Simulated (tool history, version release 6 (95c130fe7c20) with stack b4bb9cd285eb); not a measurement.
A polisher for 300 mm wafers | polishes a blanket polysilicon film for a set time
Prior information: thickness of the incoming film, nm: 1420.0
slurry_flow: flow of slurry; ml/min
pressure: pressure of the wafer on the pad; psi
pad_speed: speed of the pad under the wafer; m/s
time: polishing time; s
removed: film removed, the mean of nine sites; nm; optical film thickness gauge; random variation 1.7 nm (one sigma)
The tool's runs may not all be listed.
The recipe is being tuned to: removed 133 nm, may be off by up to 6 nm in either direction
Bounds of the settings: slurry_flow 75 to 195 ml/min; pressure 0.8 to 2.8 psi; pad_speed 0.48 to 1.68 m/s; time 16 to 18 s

run	day	slurry_flow	pressure	pad_speed	time	removed
1	0	125	1.8	1.08	18	103.35
2	0.288	130	1.9	1.08	18	108.88
3	0.421	130	1.6	1.08	18	91.361
4	0.608	130	1.8	1.08	18	102.43
5	0.921	130	1.9	1.08	18	107.7
6	1.183	130	1.9	0.96	18	100.52
7	1.396	130	2	0.96	18	101.51
8	1.567	130	2.2	0.96	18	113.91
9	1.892	130	2.3	0.96	18	119.28
10	2.025	130	2.4	0.96	18	122.35
11	2.254	135	2.4	0.96	18	124.72

Pick the move, out of 4, that brings all results within their allowed miss; only one does.
A	2.483	125	2.8	0.86	18	?
B	2.483	175	2.4	1.02	16	?
C	2.483	120	2.5	0.84	18	?
D	2.483	140	2.4	1.18	18	?

move	removed
A	130.92
B	120.38
C	114.28
D	147.94
A: each result inside its tolerance
B: moves away from the targets compared with the last run
C: moves away from the targets compared with the last run
D: the result that was furthest off in the last run now lies on the other side of its target
The move that meets every target is A.
